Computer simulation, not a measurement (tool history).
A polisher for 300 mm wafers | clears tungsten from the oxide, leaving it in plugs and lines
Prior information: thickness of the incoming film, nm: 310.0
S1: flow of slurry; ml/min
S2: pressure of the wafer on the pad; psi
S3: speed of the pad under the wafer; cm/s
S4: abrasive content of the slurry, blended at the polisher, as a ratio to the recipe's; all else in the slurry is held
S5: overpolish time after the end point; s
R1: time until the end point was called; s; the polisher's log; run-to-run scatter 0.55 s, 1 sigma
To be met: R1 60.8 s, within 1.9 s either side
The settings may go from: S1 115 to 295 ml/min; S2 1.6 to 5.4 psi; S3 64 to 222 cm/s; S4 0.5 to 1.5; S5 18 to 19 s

| run | hour | S1 | S2 | S3 | S4 | S5 | R1 |
|---|---|---|---|---|---|---|---|
| 1 | 0 | 190 | 3.5 | 142 | 1 | 18 | 37.469 |
| 2 | 2.5 | 190 | 4 | 142 | 1 | 18 | 34.428 |
| 3 | 9.6 | 190 | 3.5 | 140 | 1 | 18 | 37.588 |
| 4 | 13.5 | 185 | 3.1 | 136 | 1 | 18 | 42.494 |
| 5 | 16.8 | 185 | 2.8 | 134 | 1 | 18 | 46.105 |
| 6 | 18.3 | 185 | 2.8 | 148 | 1 | 18 | 42.031 |
| 7 | 27.1 | 185 | 2.6 | 146 | 1 | 18 | 43.782 |
| 8 | 32.9 | 185 | 2.4 | 142 | 1 | 18 | 47.356 |
| 9 | 34.1 | 185 | 2.2 | 140 | 1 | 18 | 49.876 |
| 10 | 35.5 | 185 | 2.2 | 140 | 1 | 18 | 50.629 |

Exercise: of the 5 proposed moves below, exactly one satisfies all targets within the stated allowed misses. Which move is it?
| A | 36.9 | 155 | 1.9 | 120 | 1.1 | 19 | ? |
| B | 36.9 | 170 | 1.6 | 138 | 0.8 | 19 | ? |
| C | 36.9 | 185 | 1.6 | 124 | 1.1 | 19 | ? |
| D | 36.9 | 180 | 1.9 | 124 | 1.05 | 18 | ? |
| E | 36.9 | 200 | 1.8 | 124 | 0.85 | 18 | ? |

| move | R1 |
|---|---|
| A | 65.099 |
| B | 64.891 |
| C | 66.898 |
| D | 62.053 |
| E | 65.409 |
A: the result that was furthest off in the last run now lies on the other side of its target
B: the result that was furthest off in the last run now lies on the other side of its target
C: the result that was furthest off in the last run now lies on the other side of its target
D: meets every target
E: the result that was furthest off in the last run now lies on the other side of its target
The move that meets every target is D.
